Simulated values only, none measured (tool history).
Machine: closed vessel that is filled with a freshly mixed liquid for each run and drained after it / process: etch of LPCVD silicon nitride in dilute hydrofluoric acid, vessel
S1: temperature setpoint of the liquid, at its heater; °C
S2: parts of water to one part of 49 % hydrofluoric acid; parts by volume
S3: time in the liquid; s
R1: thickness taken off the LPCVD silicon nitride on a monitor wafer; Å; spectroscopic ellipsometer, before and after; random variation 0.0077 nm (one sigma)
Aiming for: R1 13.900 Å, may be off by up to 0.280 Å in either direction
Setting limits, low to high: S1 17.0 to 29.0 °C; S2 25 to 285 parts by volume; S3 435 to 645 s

run,hour,S1,S2,S3,R1
1,0.0,21.0,155,645,19.195
2,4.9,21.0,155,645,19.410
3,8.3,21.0,115,645,26.084
4,11.9,21.0,115,435,17.558
5,15.7,21.0,115,645,25.866
6,21.1,23.5,115,645,30.188
7,22.9,22.0,125,645,25.613
8,29.0,21.0,130,645,23.175
9,31.8,20.0,140,645,19.988
10,36.3,19.5,145,645,18.790
11,38.9,19.0,150,645,17.483
12,45.4,18.5,155,645,16.507
# hour 52.6: thermometer replaced
13,52.6,18.5,155,645,14.516

Exercise: of the 5 proposed moves below, exactly one satisfies all targets within the stated allowed misses. Which move is it?
A,59.8,19.0,135,555,?
B,59.8,18.0,110,480,?
C,59.8,21.0,165,555,?
D,59.8,18.0,140,605,?
E,59.8,18.5,150,625,?

move,R1
A,14.989
B,14.770
C,14.090
D,14.737
E,14.732
A: further off than the last run
B: further off than the last run
C: meets every target
D: further off than the last run
E: further off than the last run
Answer: C
